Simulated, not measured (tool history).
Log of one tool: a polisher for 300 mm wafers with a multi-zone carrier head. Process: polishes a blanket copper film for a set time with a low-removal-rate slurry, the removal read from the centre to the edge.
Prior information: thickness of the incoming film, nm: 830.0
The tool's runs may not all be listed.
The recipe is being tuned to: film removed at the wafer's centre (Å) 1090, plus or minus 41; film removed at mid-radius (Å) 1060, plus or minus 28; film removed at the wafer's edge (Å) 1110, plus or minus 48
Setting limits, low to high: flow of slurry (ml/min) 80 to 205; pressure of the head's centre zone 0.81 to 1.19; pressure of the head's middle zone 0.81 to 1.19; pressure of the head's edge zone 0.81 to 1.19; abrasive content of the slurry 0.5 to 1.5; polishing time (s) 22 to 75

run,hour,flow of slurry (ml/min),pressure of the head's centre zone,pressure of the head's middle zone,pressure of the head's edge zone,abrasive content of the slurry,polishing time (s),film removed at the wafer's centre (Å),film removed at mid-radius (Å),film removed at the wafer's edge (Å)
1,0,135,1,1,1,1,48,1353,1278.9,1286.4
2,8.8,130,0.98,0.98,0.98,0.95,48,1295.6,1247.8,1290.8
3,13.8,125,0.98,0.98,0.97,0.85,47,1240.1,1186.5,1196.7
4,21.1,125,0.98,0.98,0.97,0.85,40,1041.4,992.34,1053.5
5,25.5,130,0.98,0.98,0.98,0.85,40,1072.9,1016.3,1063
6,33.5,130,0.98,0.98,0.99,0.85,40,1069.9,1012.6,1057.7
7,35.2,135,0.97,0.98,0.99,0.85,40,1053.9,1020.2,1068.2
8,38,135,0.97,0.98,0.99,0.85,40,1080.2,1010.4,1042.5

Exactly one of the 5 candidate moves below puts every result within its allowed miss. Which one?
A,40.8,120,1,1.05,1.1,0.9,40,?,?,?
B,40.8,130,0.95,1.03,0.98,0.9,42,?,?,?
C,40.8,205,0.95,1.16,0.95,0.9,38,?,?,?
D,40.8,200,1.02,1.08,0.91,0.7,40,?,?,?
E,40.8,120,0.93,1.04,0.95,0.85,44,?,?,?

move,film removed at the wafer's centre (Å),film removed at mid-radius (Å),film removed at the wafer's edge (Å)
A,1064.9,1046.9,1120.5
B,1091.9,1104.2,1123.3
C,1070.6,1147.8,1052.9
D,1147.1,1116.4,1047.9
E,1097.4,1136.8,1138.2
A: hits every target within its allowed miss
B: pushes the last run's worst result past its target
C: pushes the last run's worst result past its target
D: pushes the last run's worst result past its target
E: pushes the last run's worst result past its target
Answer: A
